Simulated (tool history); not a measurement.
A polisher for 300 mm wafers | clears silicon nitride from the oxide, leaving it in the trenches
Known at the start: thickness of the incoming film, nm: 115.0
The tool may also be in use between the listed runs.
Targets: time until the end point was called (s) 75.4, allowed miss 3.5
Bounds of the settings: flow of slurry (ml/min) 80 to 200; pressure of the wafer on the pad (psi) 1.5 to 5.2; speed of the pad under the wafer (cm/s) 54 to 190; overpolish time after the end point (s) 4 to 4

| run | hour | flow of slurry (ml/min) | pressure of the wafer on the pad (psi) | speed of the pad under the wafer (cm/s) | overpolish time after the end point (s) | time until the end point was called (s) |
|---|---|---|---|---|---|---|
| 1 | 0 | 130 | 3.3 | 122 | 4 | 109.16 |
| 2 | 3.3 | 130 | 3.3 | 122 | 4 | 105.38 |
| 3 | 9.7 | 105 | 3.3 | 122 | 4 | 112.29 |
| 4 | 15.1 | 115 | 3.3 | 122 | 4 | 108.38 |
| 5 | 15.9 | 115 | 3.6 | 122 | 4 | 101.8 |
| 6 | 17.1 | 115 | 3.6 | 122 | 4 | 104.14 |
| 7 | 19.5 | 115 | 3.6 | 122 | 4 | 102.94 |
| 8 | 26.1 | 120 | 3.9 | 122 | 4 | 96.112 |
| 9 | 29.2 | 125 | 4.2 | 122 | 4 | 89.45 |
| 10 | 31.8 | 125 | 4.4 | 122 | 4 | 84.699 |
| 11 | 37.6 | 130 | 4.5 | 122 | 4 | 83.115 |
| 12 | 40 | 130 | 4.6 | 122 | 4 | 83.235 |
| 13 | 45.5 | 130 | 4.7 | 122 | 4 | 81.101 |
| 14 | 51.4 | 130 | 4.8 | 122 | 4 | 79.778 |

Which of these 4 next moves meets every target?
| A | 57.3 | 135 | 4.8 | 128 | 4 | ? |
| B | 57.3 | 155 | 4.2 | 128 | 4 | ? |
| C | 57.3 | 200 | 5.1 | 104 | 4 | ? |
| D | 57.3 | 130 | 4.6 | 122 | 4 | ? |

| move | time until the end point was called (s) |
|---|---|
| A | 77.646 |
| B | 84.63 |
| C | 85.291 |
| D | 84.763 |
A: meets every target
B: further off than the last run
C: further off than the last run
D: further off than the last run
The right move is A.
